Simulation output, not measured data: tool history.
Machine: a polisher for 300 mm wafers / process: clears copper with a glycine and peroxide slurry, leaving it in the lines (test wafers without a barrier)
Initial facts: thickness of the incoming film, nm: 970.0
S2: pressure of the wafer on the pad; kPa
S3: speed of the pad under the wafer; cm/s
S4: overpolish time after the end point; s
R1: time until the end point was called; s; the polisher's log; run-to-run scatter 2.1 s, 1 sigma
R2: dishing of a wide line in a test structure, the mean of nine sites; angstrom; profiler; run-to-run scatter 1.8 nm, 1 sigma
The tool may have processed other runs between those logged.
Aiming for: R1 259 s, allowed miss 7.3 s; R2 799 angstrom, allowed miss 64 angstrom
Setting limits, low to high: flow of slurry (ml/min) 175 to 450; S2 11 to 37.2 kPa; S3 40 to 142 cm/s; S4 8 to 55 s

{"run": 1, "hour": 0.0, "flow of slurry (ml/min)": 290, "S2": 24.1, "S3": 90, "S4": 28, "R1": 198.08, "R2": 774.66}
{"run": 2, "hour": 6.9, "flow of slurry (ml/min)": 290, "S2": 22.8, "S3": 90, "S4": 30, "R1": 207.46, "R2": 779.93}
{"run": 3, "hour": 11.0, "flow of slurry (ml/min)": 290, "S2": 21.4, "S3": 90, "S4": 32, "R1": 218.27, "R2": 759.91}
{"run": 4, "hour": 15.7, "flow of slurry (ml/min)": 340, "S2": 21.4, "S3": 90, "S4": 32, "R1": 218.37, "R2": 824.46}
{"run": 5, "hour": 17.4, "flow of slurry (ml/min)": 340, "S2": 20.7, "S3": 90, "S4": 33, "R1": 220.91, "R2": 793.15}
{"run": 6, "hour": 18.4, "flow of slurry (ml/min)": 340, "S2": 20, "S3": 90, "S4": 34, "R1": 228.14, "R2": 765.47}
{"run": 7, "hour": 19.7, "flow of slurry (ml/min)": 340, "S2": 19.3, "S3": 90, "S4": 36, "R1": 231.05, "R2": 840.26}
{"run": 8, "hour": 24.5, "flow of slurry (ml/min)": 340, "S2": 18.6, "S3": 90, "S4": 36, "R1": 237.56, "R2": 763.29}
{"run": 9, "hour": 29.8, "flow of slurry (ml/min)": 330, "S2": 15.9, "S3": 88, "S4": 42, "R1": 273.77, "R2": 739.55}
{"run": 10, "hour": 35.3, "flow of slurry (ml/min)": 335, "S2": 15.9, "S3": 88, "S4": 42, "R1": 271.93, "R2": 759.35}
{"run": 11, "hour": 41.5, "flow of slurry (ml/min)": 340, "S2": 15.9, "S3": 88, "S4": 42, "R1": 272.79, "R2": 770.23}
{"run": 12, "hour": 45.8, "flow of slurry (ml/min)": 345, "S2": 15.9, "S3": 88, "S4": 42, "R1": 274.85, "R2": 771.84}

Exactly one of the 5 candidate moves below puts every result within its allowed miss. Which one?
{"run": "A", "hour": 50.1, "flow of slurry (ml/min)": 340, "S2": 15.2, "S3": 84, "S4": 48, "R1": "?", "R2": "?"}
{"run": "B", "hour": 50.1, "flow of slurry (ml/min)": 345, "S2": 13.1, "S3": 102, "S4": 41, "R1": "?", "R2": "?"}
{"run": "C", "hour": 50.1, "flow of slurry (ml/min)": 315, "S2": 17.9, "S3": 94, "S4": 40, "R1": "?", "R2": "?"}
{"run": "D", "hour": 50.1, "flow of slurry (ml/min)": 360, "S2": 15.9, "S3": 78, "S4": 49, "R1": "?", "R2": "?"}
{"run": "E", "hour": 50.1, "flow of slurry (ml/min)": 415, "S2": 16.5, "S3": 90, "S4": 40, "R1": "?", "R2": "?"}

move=A R1=289.35 R2=815.18
move=B R1=290.04 R2=719.75
move=C R1=244.18 R2=818.3
move=D R1=289.28 R2=831.91
move=E R1=258.96 R2=783.09
A: the biggest miss grows against the last run
B: the biggest miss grows against the last run
C: the result that was furthest off in the last run now lies on the other side of its target
D: the biggest miss grows against the last run
E: every result lands within tolerance
Correct choice: E, which meets every target
